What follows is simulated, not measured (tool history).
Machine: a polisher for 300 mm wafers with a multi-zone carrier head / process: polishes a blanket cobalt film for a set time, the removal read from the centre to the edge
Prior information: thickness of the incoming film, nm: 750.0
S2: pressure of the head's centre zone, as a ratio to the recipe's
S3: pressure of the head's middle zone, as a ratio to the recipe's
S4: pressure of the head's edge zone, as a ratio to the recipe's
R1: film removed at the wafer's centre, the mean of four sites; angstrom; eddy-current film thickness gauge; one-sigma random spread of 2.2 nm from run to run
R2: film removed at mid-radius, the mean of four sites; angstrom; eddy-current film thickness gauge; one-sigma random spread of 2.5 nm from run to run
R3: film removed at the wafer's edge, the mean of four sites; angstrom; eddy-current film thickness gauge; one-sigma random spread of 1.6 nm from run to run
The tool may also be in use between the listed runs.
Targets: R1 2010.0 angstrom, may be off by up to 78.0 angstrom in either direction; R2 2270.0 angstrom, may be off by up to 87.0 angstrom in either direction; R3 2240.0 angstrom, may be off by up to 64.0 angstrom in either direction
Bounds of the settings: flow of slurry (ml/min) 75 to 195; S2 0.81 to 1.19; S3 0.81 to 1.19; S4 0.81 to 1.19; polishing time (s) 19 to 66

{"run": 1, "hour": 0.0, "flow of slurry (ml/min)": 125, "S2": 1.0, "S3": 1.0, "S4": 1.0, "polishing time (s)": 42, "R1": 2640.5, "R2": 2841.5, "R3": 2766.5}
{"run": 2, "hour": 2.0, "flow of slurry (ml/min)": 125, "S2": 1.0, "S3": 1.0, "S4": 0.95, "polishing time (s)": 42, "R1": 2654.8, "R2": 2725.3, "R3": 2693.8}
{"run": 3, "hour": 2.6, "flow of slurry (ml/min)": 120, "S2": 0.98, "S3": 1.01, "S4": 0.93, "polishing time (s)": 41, "R1": 2537.1, "R2": 2746.2, "R3": 2597.4}
{"run": 4, "hour": 8.4, "flow of slurry (ml/min)": 120, "S2": 1.04, "S3": 1.01, "S4": 0.93, "polishing time (s)": 41, "R1": 2645.2, "R2": 2701.4, "R3": 2584.7}
{"run": 5, "hour": 12.3, "flow of slurry (ml/min)": 120, "S2": 1.04, "S3": 1.01, "S4": 0.93, "polishing time (s)": 33, "R1": 2155.9, "R2": 2172.1, "R3": 2089.8}
{"run": 6, "hour": 17.2, "flow of slurry (ml/min)": 120, "S2": 1.04, "S3": 1.01, "S4": 0.93, "polishing time (s)": 23, "R1": 1497.1, "R2": 1501.4, "R3": 1448.1}
{"run": 7, "hour": 23.7, "flow of slurry (ml/min)": 120, "S2": 1.03, "S3": 1.02, "S4": 0.97, "polishing time (s)": 25, "R1": 1568.0, "R2": 1657.2, "R3": 1598.7}
{"run": 8, "hour": 24.9, "flow of slurry (ml/min)": 125, "S2": 1.04, "S3": 1.03, "S4": 1.0, "polishing time (s)": 26, "R1": 1699.7, "R2": 1783.1, "R3": 1707.0}
{"run": 9, "hour": 26.2, "flow of slurry (ml/min)": 130, "S2": 1.03, "S3": 1.03, "S4": 1.03, "polishing time (s)": 27, "R1": 1775.7, "R2": 1849.7, "R3": 1779.3}
{"run": 10, "hour": 31.9, "flow of slurry (ml/min)": 130, "S2": 1.03, "S3": 1.03, "S4": 1.03, "polishing time (s)": 27, "R1": 1785.0, "R2": 1841.6, "R3": 1823.5}
{"run": 11, "hour": 38.1, "flow of slurry (ml/min)": 140, "S2": 1.02, "S3": 1.05, "S4": 1.06, "polishing time (s)": 27, "R1": 1788.6, "R2": 1901.2, "R3": 1866.3}
{"run": 12, "hour": 45.2, "flow of slurry (ml/min)": 140, "S2": 1.02, "S3": 1.05, "S4": 1.06, "polishing time (s)": 27, "R1": 1759.5, "R2": 1877.9, "R3": 1851.3}
{"run": 13, "hour": 49.0, "flow of slurry (ml/min)": 145, "S2": 1.02, "S3": 1.07, "S4": 1.08, "polishing time (s)": 27, "R1": 1798.6, "R2": 1942.4, "R3": 1872.2}
{"run": 14, "hour": 50.7, "flow of slurry (ml/min)": 150, "S2": 1.01, "S3": 1.07, "S4": 1.1, "polishing time (s)": 28, "R1": 1853.4, "R2": 2003.1, "R3": 1974.6}
{"run": 15, "hour": 56.9, "flow of slurry (ml/min)": 185, "S2": 0.98, "S3": 1.13, "S4": 1.19, "polishing time (s)": 29, "R1": 1904.7, "R2": 2263.5, "R3": 2163.6}
{"run": 16, "hour": 60.7, "flow of slurry (ml/min)": 185, "S2": 0.98, "S3": 1.12, "S4": 1.19, "polishing time (s)": 29, "R1": 1879.9, "R2": 2250.6, "R3": 2132.9}
{"run": 17, "hour": 69.1, "flow of slurry (ml/min)": 185, "S2": 0.98, "S3": 1.11, "S4": 1.19, "polishing time (s)": 29, "R1": 1874.2, "R2": 2220.9, "R3": 2194.8}
{"run": 18, "hour": 74.4, "flow of slurry (ml/min)": 185, "S2": 0.98, "S3": 1.11, "S4": 1.19, "polishing time (s)": 29, "R1": 1893.3, "R2": 2185.2, "R3": 2162.8}

Pick the move, out of 5, that brings all results within their allowed miss; only one does.
{"run": "A", "hour": 79.7, "flow of slurry (ml/min)": 190, "S2": 1.01, "S3": 1.15, "S4": 1.13, "polishing time (s)": 29, "R1": "?", "R2": "?", "R3": "?"}
{"run": "B", "hour": 79.7, "flow of slurry (ml/min)": 195, "S2": 1.0, "S3": 1.1, "S4": 1.19, "polishing time (s)": 30, "R1": "?", "R2": "?", "R3": "?"}
{"run": "C", "hour": 79.7, "flow of slurry (ml/min)": 185, "S2": 0.95, "S3": 1.09, "S4": 1.19, "polishing time (s)": 28, "R1": "?", "R2": "?", "R3": "?"}
{"run": "D", "hour": 79.7, "flow of slurry (ml/min)": 185, "S2": 0.96, "S3": 1.12, "S4": 1.17, "polishing time (s)": 28, "R1": "?", "R2": "?", "R3": "?"}
{"run": "E", "hour": 79.7, "flow of slurry (ml/min)": 185, "S2": 0.89, "S3": 1.13, "S4": 1.19, "polishing time (s)": 31, "R1": "?", "R2": "?", "R3": "?"}

move=A R1=1959.1 R2=2322.4 R3=2095.4
move=B R1=2015.0 R2=2330.6 R3=2233.6
move=C R1=1778.4 R2=2145.6 R3=2074.2
move=D R1=1796.2 R2=2190.1 R3=2055.1
move=E R1=1853.5 R2=2442.0 R3=2295.3
A: the worst result of the last run now meets its target, but another is out of spec
B: in spec on every target
C: its largest miss is bigger than the last run's
D: its largest miss is bigger than the last run's
E: its largest miss is bigger than the last run's
Answer: B
